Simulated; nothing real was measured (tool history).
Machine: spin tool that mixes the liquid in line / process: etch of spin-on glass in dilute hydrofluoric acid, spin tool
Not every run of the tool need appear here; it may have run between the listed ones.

run,hour,temperature setpoint of the liquid (C),parts of water to one part of 49 % hydrofluoric acid (parts by volume),time under the liquid (s),thickness taken off the spin-on glass on a monitor wafer (angstrom)
1,0,25,255,255,263.76
2,6.7,25,290,255,226.35
3,15.4,25,290,255,224.94
4,19.8,25,205,255,350.72
5,24.6,25,250,255,271.08
6,29.9,25,250,275,293.31
7,36.9,27,220,275,373.39
8,38.9,28.5,195,275,452.76
9,46.1,29.5,180,275,521.46
10,50.5,30.5,175,275,558.3
11,58,31,170,275,587.01
12,60.7,31.5,170,275,590.11

Expected results for the next run?
13,68.9,31.5,170,275,?

For run 13 the tool returned thickness taken off the spin-on glass on a monitor wafer (angstrom) 595.8.

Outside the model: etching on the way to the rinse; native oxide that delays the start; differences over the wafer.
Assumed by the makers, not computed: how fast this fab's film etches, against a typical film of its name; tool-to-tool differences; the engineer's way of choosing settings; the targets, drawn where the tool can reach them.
